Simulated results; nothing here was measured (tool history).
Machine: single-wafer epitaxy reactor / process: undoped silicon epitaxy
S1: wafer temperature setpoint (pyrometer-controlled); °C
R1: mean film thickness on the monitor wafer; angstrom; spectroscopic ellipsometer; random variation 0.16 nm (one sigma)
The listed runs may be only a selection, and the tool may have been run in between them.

run 1 hour=0 | S1=640 deposition_time_(s)=265 | R1=334.1
run 2 hour=6.8 | S1=636 deposition_time_(s)=265 | R1=305.63
run 3 hour=7.8 | S1=628 deposition_time_(s)=265 | R1=251.98
run 4 hour=10.9 | S1=637 deposition_time_(s)=266 | R1=312.24
run 5 hour=15.1 | S1=645 deposition_time_(s)=266 | R1=375.98
run 6 hour=17.3 | S1=645 deposition_time_(s)=280 | R1=394.67

The next listed run, before its measurement:
-- hour=18.1 pyrometer calibrated
run 7 hour=18.1 | S1=645 deposition_time_(s)=280 | R1=?

R1: 440.99 angstrom
